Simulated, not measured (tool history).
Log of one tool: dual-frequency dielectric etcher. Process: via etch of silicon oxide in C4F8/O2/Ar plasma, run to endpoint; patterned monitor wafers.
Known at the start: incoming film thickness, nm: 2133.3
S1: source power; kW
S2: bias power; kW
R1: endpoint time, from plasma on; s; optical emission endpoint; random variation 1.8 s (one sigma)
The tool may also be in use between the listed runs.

run  hour    S1     S2      R1
  1     0  2.28  2.675  390.48
  2   8.1  2.44  2.778   379.4
  3  15.8  2.58   2.91  364.81
  4  24.1  2.36   2.91  378.13
  5  32.9  2.66   2.91  356.74
  6  41.5  2.66  3.342  345.34

The next listed run, before its measurement:
  7  48.8  2.72  3.373   ?

Run 7 gave R1 338.08 s.
